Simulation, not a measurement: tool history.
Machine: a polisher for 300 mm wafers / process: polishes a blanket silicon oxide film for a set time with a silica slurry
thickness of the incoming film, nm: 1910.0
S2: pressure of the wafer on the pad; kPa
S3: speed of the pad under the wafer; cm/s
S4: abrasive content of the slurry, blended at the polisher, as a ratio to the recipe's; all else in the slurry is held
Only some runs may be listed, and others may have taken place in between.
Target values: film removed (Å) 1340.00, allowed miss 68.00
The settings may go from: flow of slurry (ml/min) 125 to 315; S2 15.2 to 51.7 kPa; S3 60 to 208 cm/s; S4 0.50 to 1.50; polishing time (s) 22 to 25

{"run": 1, "hour": 0.0, "flow of slurry (ml/min)": 205, "S2": 33.1, "S3": 134, "S4": 1.0, "polishing time (s)": 25, "film removed (Å)": 934.91}
{"run": 2, "hour": 1.0, "flow of slurry (ml/min)": 205, "S2": 34.5, "S3": 134, "S4": 1.0, "polishing time (s)": 25, "film removed (Å)": 1007.2}
{"run": 3, "hour": 7.4, "flow of slurry (ml/min)": 165, "S2": 34.5, "S3": 134, "S4": 1.0, "polishing time (s)": 25, "film removed (Å)": 975.67}
{"run": 4, "hour": 16.4, "flow of slurry (ml/min)": 165, "S2": 34.5, "S3": 134, "S4": 1.2, "polishing time (s)": 25, "film removed (Å)": 1014.6}
{"run": 5, "hour": 20.7, "flow of slurry (ml/min)": 165, "S2": 35.9, "S3": 134, "S4": 1.2, "polishing time (s)": 25, "film removed (Å)": 1064.8}
{"run": 6, "hour": 24.8, "flow of slurry (ml/min)": 165, "S2": 36.5, "S3": 134, "S4": 1.2, "polishing time (s)": 25, "film removed (Å)": 1074.8}
{"run": 7, "hour": 27.2, "flow of slurry (ml/min)": 165, "S2": 37.2, "S3": 134, "S4": 1.2, "polishing time (s)": 25, "film removed (Å)": 1104.7}
{"run": 8, "hour": 27.8, "flow of slurry (ml/min)": 165, "S2": 37.9, "S3": 134, "S4": 1.2, "polishing time (s)": 25, "film removed (Å)": 1110.7}
{"run": 9, "hour": 28.5, "flow of slurry (ml/min)": 165, "S2": 38.6, "S3": 134, "S4": 1.2, "polishing time (s)": 25, "film removed (Å)": 1168.1}
{"run": 10, "hour": 35.7, "flow of slurry (ml/min)": 165, "S2": 38.6, "S3": 134, "S4": 1.2, "polishing time (s)": 25, "film removed (Å)": 1147.2}
{"run": 11, "hour": 36.7, "flow of slurry (ml/min)": 165, "S2": 39.3, "S3": 134, "S4": 1.2, "polishing time (s)": 25, "film removed (Å)": 1145.1}
{"run": 12, "hour": 45.0, "flow of slurry (ml/min)": 165, "S2": 40.0, "S3": 134, "S4": 1.2, "polishing time (s)": 25, "film removed (Å)": 1162.4}
{"run": 13, "hour": 50.8, "flow of slurry (ml/min)": 165, "S2": 40.7, "S3": 134, "S4": 1.2, "polishing time (s)": 25, "film removed (Å)": 1212.4}
{"run": 14, "hour": 51.8, "flow of slurry (ml/min)": 165, "S2": 41.4, "S3": 134, "S4": 1.2, "polishing time (s)": 25, "film removed (Å)": 1242.2}
{"run": 15, "hour": 57.0, "flow of slurry (ml/min)": 165, "S2": 42.7, "S3": 134, "S4": 1.2, "polishing time (s)": 25, "film removed (Å)": 1260.5}

Which of these 5 next moves meets every target?
{"run": "A", "hour": 62.2, "flow of slurry (ml/min)": 180, "S2": 41.4, "S3": 154, "S4": 1.3, "polishing time (s)": 23, "film removed (Å)": "?"}
{"run": "B", "hour": 62.2, "flow of slurry (ml/min)": 175, "S2": 51.0, "S3": 114, "S4": 1.0, "polishing time (s)": 23, "film removed (Å)": "?"}
{"run": "C", "hour": 62.2, "flow of slurry (ml/min)": 160, "S2": 44.1, "S3": 160, "S4": 1.25, "polishing time (s)": 25, "film removed (Å)": "?"}
{"run": "D", "hour": 62.2, "flow of slurry (ml/min)": 260, "S2": 51.7, "S3": 124, "S4": 1.1, "polishing time (s)": 25, "film removed (Å)": "?"}
{"run": "E", "hour": 62.2, "flow of slurry (ml/min)": 165, "S2": 46.9, "S3": 144, "S4": 1.3, "polishing time (s)": 25, "film removed (Å)": "?"}

move=A film_removed_(Å)=1312.00
move=B film_removed_(Å)=1137.50
move=C film_removed_(Å)=1511.50
move=D film_removed_(Å)=1470.70
move=E film_removed_(Å)=1504.40
A: all results land within tolerance of their targets
B: moves away from the targets compared with the last run
C: takes the result that was furthest off past its target
D: takes the result that was furthest off past its target
E: takes the result that was furthest off past its target
Correct choice: A, which meets every target

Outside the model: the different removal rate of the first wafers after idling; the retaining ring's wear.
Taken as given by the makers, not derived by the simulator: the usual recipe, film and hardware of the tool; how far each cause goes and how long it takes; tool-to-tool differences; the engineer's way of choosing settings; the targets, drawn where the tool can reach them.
